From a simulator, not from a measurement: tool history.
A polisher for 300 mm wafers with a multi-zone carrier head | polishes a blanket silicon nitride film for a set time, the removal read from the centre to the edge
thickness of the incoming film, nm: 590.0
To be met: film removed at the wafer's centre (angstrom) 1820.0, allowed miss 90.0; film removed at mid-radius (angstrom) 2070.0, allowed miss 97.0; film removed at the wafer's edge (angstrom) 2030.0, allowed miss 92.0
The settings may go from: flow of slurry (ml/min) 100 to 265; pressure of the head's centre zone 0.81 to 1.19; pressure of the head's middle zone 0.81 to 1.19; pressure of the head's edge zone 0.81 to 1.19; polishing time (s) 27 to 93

| run | hour | flow of slurry (ml/min) | pressure of the head's centre zone | pressure of the head's middle zone | pressure of the head's edge zone | polishing time (s) | film removed at the wafer's centre (angstrom) | film removed at mid-radius (angstrom) | film removed at the wafer's edge (angstrom) |
|---|---|---|---|---|---|---|---|---|---|
| 1 | 0.0 | 170 | 1.00 | 1.00 | 1.00 | 59 | 1389.6 | 1374.7 | 1408.5 |
| 2 | 1.2 | 170 | 1.00 | 1.03 | 1.00 | 59 | 1377.2 | 1404.2 | 1369.8 |
| 3 | 7.8 | 175 | 0.99 | 1.04 | 1.02 | 62 | 1456.5 | 1493.2 | 1477.2 |
| 4 | 8.8 | 180 | 0.98 | 1.05 | 1.03 | 65 | 1549.7 | 1605.5 | 1524.1 |
| 5 | 14.8 | 175 | 0.96 | 1.04 | 1.04 | 68 | 1503.3 | 1653.8 | 1619.9 |
| 6 | 22.3 | 180 | 0.96 | 1.04 | 1.05 | 70 | 1594.9 | 1702.7 | 1671.9 |
| 7 | 27.1 | 180 | 0.95 | 1.04 | 1.06 | 72 | 1596.0 | 1735.6 | 1722.7 |
| 8 | 34.6 | 180 | 0.95 | 1.04 | 1.07 | 74 | 1660.1 | 1766.1 | 1836.3 |
| 9 | 40.3 | 185 | 0.95 | 1.05 | 1.08 | 75 | 1693.6 | 1789.5 | 1827.9 |
| 10 | 42.3 | 185 | 0.94 | 1.05 | 1.08 | 76 | 1737.8 | 1877.3 | 1911.0 |
| 11 | 48.7 | 190 | 0.93 | 1.06 | 1.08 | 76 | 1701.3 | 1888.8 | 1885.7 |
| 12 | 52.7 | 195 | 0.93 | 1.06 | 1.08 | 77 | 1724.6 | 1948.8 | 1913.5 |
| 13 | 55.6 | 200 | 0.93 | 1.06 | 1.08 | 77 | 1756.1 | 1953.6 | 1902.3 |
| 14 | 57.3 | 200 | 0.93 | 1.06 | 1.08 | 78 | 1769.7 | 1905.3 | 1899.6 |
| 15 | 62.8 | 195 | 0.93 | 1.07 | 1.09 | 78 | 1728.4 | 1947.7 | 1937.8 |

Which of these 5 next moves meets every target?
| A | 68.3 | 165 | 0.89 | 1.02 | 1.13 | 88 | ? | ? | ? |
| B | 68.3 | 200 | 0.88 | 0.99 | 0.98 | 87 | ? | ? | ? |
| C | 68.3 | 185 | 0.86 | 1.03 | 1.16 | 81 | ? | ? | ? |
| D | 68.3 | 140 | 0.86 | 1.18 | 1.10 | 83 | ? | ? | ? |
| E | 68.3 | 170 | 1.00 | 0.97 | 1.12 | 79 | ? | ? | ? |

| move | film removed at the wafer's centre (angstrom) | film removed at mid-radius (angstrom) | film removed at the wafer's edge (angstrom) |
|---|---|---|---|
| A | 1865.0 | 2071.7 | 2190.6 |
| B | 1891.5 | 2070.8 | 2068.4 |
| C | 1697.1 | 1960.9 | 2074.4 |
| D | 1635.4 | 2109.5 | 1984.2 |
| E | 1894.3 | 1800.6 | 1966.8 |
A: brings the result that was furthest off to its target, and leaves another outside
B: meets every target
C: further off than the last run
D: brings the result that was furthest off to its target, and leaves another outside
E: further off than the last run
Move B is the one to make.
